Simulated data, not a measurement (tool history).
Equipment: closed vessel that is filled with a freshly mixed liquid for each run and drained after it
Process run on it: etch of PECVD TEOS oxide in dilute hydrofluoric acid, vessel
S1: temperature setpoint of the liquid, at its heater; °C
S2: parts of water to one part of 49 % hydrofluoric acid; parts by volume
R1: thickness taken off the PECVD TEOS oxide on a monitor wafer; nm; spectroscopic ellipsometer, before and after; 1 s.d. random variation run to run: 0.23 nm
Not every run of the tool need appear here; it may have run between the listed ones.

{"run": 1, "hour": 0.0, "S1": 23.0, "S2": 70, "time in the liquid (s)": 80, "R1": 16.144}
{"run": 2, "hour": 8.8, "S1": 23.0, "S2": 70, "time in the liquid (s)": 80, "R1": 16.252}
{"run": 3, "hour": 10.3, "S1": 20.0, "S2": 70, "time in the liquid (s)": 80, "R1": 14.287}
{"run": 4, "hour": 12.6, "S1": 20.0, "S2": 50, "time in the liquid (s)": 80, "R1": 20.435}
{"run": 5, "hour": 18.3, "S1": 20.0, "S2": 50, "time in the liquid (s)": 80, "R1": 20.452}
{"run": 6, "hour": 19.8, "S1": 21.5, "S2": 50, "time in the liquid (s)": 80, "R1": 21.505}

The next listed run, before its measurement:
{"run": 7, "hour": 24.5, "S1": 23.0, "S2": 50, "time in the liquid (s)": 80, "R1": "?"}

{"run 7": {"R1": 23.231}}
